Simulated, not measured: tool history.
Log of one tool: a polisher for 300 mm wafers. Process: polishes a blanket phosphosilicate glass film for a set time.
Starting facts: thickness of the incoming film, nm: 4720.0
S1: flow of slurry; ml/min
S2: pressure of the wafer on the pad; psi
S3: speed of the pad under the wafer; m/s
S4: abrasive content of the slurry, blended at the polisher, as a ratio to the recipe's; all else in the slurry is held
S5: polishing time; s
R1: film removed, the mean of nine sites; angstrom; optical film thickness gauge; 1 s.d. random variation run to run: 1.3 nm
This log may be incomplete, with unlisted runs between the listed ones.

run 1 hour=0 | S1=235 S2=3.3 S3=0.84 S4=1 S5=48 | R1=4237.6
run 2 hour=9 | S1=210 S2=3.3 S3=0.84 S4=1 S5=48 | R1=4214
run 3 hour=11 | S1=210 S2=3.3 S3=0.84 S4=0.85 S5=48 | R1=3916.1
run 4 hour=18 | S1=210 S2=3.3 S3=0.98 S4=0.85 S5=48 | R1=4472.1
run 5 hour=21 | S1=210 S2=3 S3=0.94 S4=0.85 S5=48 | R1=3884.6
run 6 hour=28.7 | S1=210 S2=3 S3=0.94 S4=0.85 S5=48 | R1=3928
run 7 hour=34.2 | S1=210 S2=2.8 S3=0.9 S4=0.85 S5=48 | R1=3547.3
run 8 hour=38.2 | S1=195 S2=1.8 S3=0.66 S4=0.85 S5=48 | R1=1809.5
run 9 hour=45.1 | S1=200 S2=1.8 S3=0.66 S4=0.85 S5=48 | R1=1799.4

Run 10, settings as shown, results not yet in. Your forecast:
run 10 hour=46.3 | S1=205 S2=1.8 S3=0.66 S4=0.85 S5=48 | R1=?

{"run 10": {"R1": 1791.5}}

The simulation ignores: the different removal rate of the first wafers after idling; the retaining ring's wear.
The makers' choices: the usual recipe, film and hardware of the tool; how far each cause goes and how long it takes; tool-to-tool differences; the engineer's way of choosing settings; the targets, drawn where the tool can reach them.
